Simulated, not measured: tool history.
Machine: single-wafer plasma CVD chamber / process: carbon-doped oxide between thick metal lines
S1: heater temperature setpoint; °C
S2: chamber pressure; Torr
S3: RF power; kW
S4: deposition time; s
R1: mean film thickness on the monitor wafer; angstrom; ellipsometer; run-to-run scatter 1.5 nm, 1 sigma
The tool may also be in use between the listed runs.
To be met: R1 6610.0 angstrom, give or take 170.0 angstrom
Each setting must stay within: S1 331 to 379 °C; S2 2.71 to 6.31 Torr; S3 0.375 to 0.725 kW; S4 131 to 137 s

run,day,S1,S2,S3,S4,R1
1,0.000,355,4.51,0.550,137,7317.6
2,0.246,355,4.44,0.545,137,7303.3
3,0.371,355,4.44,0.575,137,7475.2
4,0.542,355,4.37,0.565,137,7358.2
5,0.892,355,4.37,0.565,137,7374.4
6,0.992,355,4.37,0.635,137,7821.2
7,1.167,355,4.28,0.620,136,7622.4
8,1.375,355,4.16,0.610,136,7557.5
9,1.671,355,4.08,0.600,136,7456.9
10,2.008,355,3.98,0.590,136,7384.0
11,2.238,355,3.91,0.580,136,7303.1
12,2.429,355,3.84,0.570,136,7261.2
13,2.479,355,3.80,0.560,136,7166.6
14,2.662,355,3.74,0.555,136,7117.9
15,2.750,355,3.68,0.550,136,7079.7
16,2.938,355,3.63,0.545,136,7043.0

Which single option among these 5 for the next run brings every result within its allowed miss of target? Just one does.
A,3.125,350,4.29,0.560,136,?
B,3.125,361,4.02,0.630,137,?
C,3.125,334,3.82,0.575,137,?
D,3.125,354,2.71,0.545,131,?
E,3.125,350,3.76,0.545,137,?

move,R1
A,7348.2
B,7589.7
C,7683.6
D,6615.7
E,7192.0
A: the biggest miss grows against the last run
B: the biggest miss grows against the last run
C: the biggest miss grows against the last run
D: hits every target within its allowed miss
E: the biggest miss grows against the last run
Move D is the one to make.

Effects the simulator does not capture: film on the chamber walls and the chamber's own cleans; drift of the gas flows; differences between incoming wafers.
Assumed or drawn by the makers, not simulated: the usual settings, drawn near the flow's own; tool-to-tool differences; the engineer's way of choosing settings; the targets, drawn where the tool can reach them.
